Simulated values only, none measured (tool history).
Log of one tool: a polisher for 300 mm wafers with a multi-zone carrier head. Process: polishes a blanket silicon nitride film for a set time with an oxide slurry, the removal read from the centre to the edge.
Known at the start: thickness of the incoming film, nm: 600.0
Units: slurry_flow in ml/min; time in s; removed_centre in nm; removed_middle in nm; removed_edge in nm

Run 1, hour 0.0: slurry_flow 135 ml/min, centre_zone 1.00, middle_zone 1.00, edge_zone 1.00, slurry_solids 1.00, time 44 s. Result: removed_centre 37.930 nm, removed_middle 37.755 nm, removed_edge 37.416 nm.
Run 2, hour 3.2: slurry_flow 135 ml/min, centre_zone 1.00, middle_zone 1.00, edge_zone 0.96, slurry_solids 1.00, time 44 s. Result: removed_centre 37.208 nm, removed_middle 38.317 nm, removed_edge 37.275 nm.
Run 3, hour 5.9: slurry_flow 135 ml/min, centre_zone 1.05, middle_zone 1.00, edge_zone 0.96, slurry_solids 1.00, time 44 s. Result: removed_centre 38.202 nm, removed_middle 38.114 nm, removed_edge 37.625 nm.
Run 4, hour 8.4: slurry_flow 120 ml/min, centre_zone 1.05, middle_zone 1.00, edge_zone 0.96, slurry_solids 1.00, time 44 s. Result: removed_centre 37.179 nm, removed_middle 36.395 nm, removed_edge 37.210 nm.
Run 5, hour 16.7: slurry_flow 120 ml/min, centre_zone 0.99, middle_zone 1.06, edge_zone 0.99, slurry_solids 1.15, time 46 s. Result: removed_centre 41.074 nm, removed_middle 43.239 nm, removed_edge 41.493 nm.
Run 6, hour 22.7: slurry_flow 145 ml/min, centre_zone 0.99, middle_zone 1.06, edge_zone 0.99, slurry_solids 1.15, time 46 s. Result: removed_centre 42.287 nm, removed_middle 45.301 nm, removed_edge 42.424 nm.
Run 7, hour 30.9: slurry_flow 150 ml/min, centre_zone 0.94, middle_zone 1.10, edge_zone 1.02, slurry_solids 1.25, time 47 s. Result: removed_centre 43.655 nm, removed_middle 50.615 nm, removed_edge 46.552 nm.
Run 8, hour 32.6: slurry_flow 185 ml/min, centre_zone 0.91, middle_zone 1.19, edge_zone 1.09, slurry_solids 1.45, time 47 s. Result: removed_centre 47.840 nm, removed_middle 59.152 nm, removed_edge 51.931 nm.
Run 9, hour 36.1: slurry_flow 185 ml/min, centre_zone 0.90, middle_zone 1.19, edge_zone 1.08, slurry_solids 1.45, time 47 s. Result: removed_centre 47.649 nm, removed_middle 59.208 nm, removed_edge 52.750 nm.
Run 10, hour 45.1: slurry_flow 185 ml/min, centre_zone 0.89, middle_zone 1.19, edge_zone 1.05, slurry_solids 1.45, time 47 s. Result: removed_centre 46.577 nm, removed_middle 59.300 nm, removed_edge 52.336 nm.

The next listed run, before its measurement:
Run 11, hour 51.6: slurry_flow 190 ml/min, centre_zone 0.89, middle_zone 1.19, edge_zone 1.03, slurry_solids 1.45, time 47 s. Result: removed_centre ?, removed_middle ?, removed_edge ?.

removed_centre: 47.543 nm
removed_middle: 59.737 nm
removed_edge: 51.457 nm
